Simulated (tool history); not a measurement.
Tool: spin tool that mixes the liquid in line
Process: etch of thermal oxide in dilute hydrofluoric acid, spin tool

run	hour	temperature setpoint of the liquid (°C)	parts of water to one part of 49 % hydrofluoric acid (parts by volume)	time under the liquid (s)	thickness taken off the thermal oxide on a monitor wafer (angstrom)
1	0.0	22.0	265	265	36.884
2	3.6	22.0	265	285	39.678
3	7.4	22.0	230	285	47.425
4	8.8	22.0	230	285	47.107
5	16.8	18.5	230	285	41.638
6	17.6	20.5	230	285	44.646
7	23.8	20.0	245	285	40.021
8	28.8	19.5	255	285	38.168
9	31.5	19.0	270	285	34.438
10	33.5	18.5	280	285	32.594
11	42.3	18.5	290	285	30.704
12	43.2	18.5	295	285	30.167
13	48.4	18.5	300	285	29.637
14	53.3	18.5	305	285	29.140
15	54.5	18.5	310	285	28.654

Run 16 comes next. What will it give?
16	58.7	18.5	315	285	?

{"run 16": {"thickness taken off the thermal oxide on a monitor wafer (angstrom)": 27.84}}

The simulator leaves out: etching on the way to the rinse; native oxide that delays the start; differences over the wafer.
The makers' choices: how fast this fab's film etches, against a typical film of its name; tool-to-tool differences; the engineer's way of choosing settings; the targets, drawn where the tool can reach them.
